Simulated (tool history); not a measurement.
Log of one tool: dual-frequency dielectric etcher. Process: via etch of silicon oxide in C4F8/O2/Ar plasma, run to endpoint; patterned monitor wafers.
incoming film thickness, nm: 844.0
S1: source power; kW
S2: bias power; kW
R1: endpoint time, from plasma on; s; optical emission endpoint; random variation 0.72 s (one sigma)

| run | hour | S1 | S2 | R1 |
|---|---|---|---|---|
| 1 | 0.0 | 1.710 | 1.869 | 176.71 |
| 2 | 0.9 | 1.710 | 2.037 | 174.34 |
| 3 | 4.2 | 1.710 | 1.739 | 181.30 |
| 4 | 5.3 | 1.610 | 1.702 | 187.65 |
| 5 | 12.9 | 1.560 | 1.686 | 190.08 |
| 6 | 19.3 | 1.850 | 1.686 | 176.47 |
| 7 | 21.7 | 1.730 | 1.645 | 182.59 |
| 8 | 23.5 | 1.640 | 1.617 | 187.07 |

The next listed run, before its measurement:
| 9 | 26.3 | 1.580 | 1.595 | ? |

R1: 191.24 s

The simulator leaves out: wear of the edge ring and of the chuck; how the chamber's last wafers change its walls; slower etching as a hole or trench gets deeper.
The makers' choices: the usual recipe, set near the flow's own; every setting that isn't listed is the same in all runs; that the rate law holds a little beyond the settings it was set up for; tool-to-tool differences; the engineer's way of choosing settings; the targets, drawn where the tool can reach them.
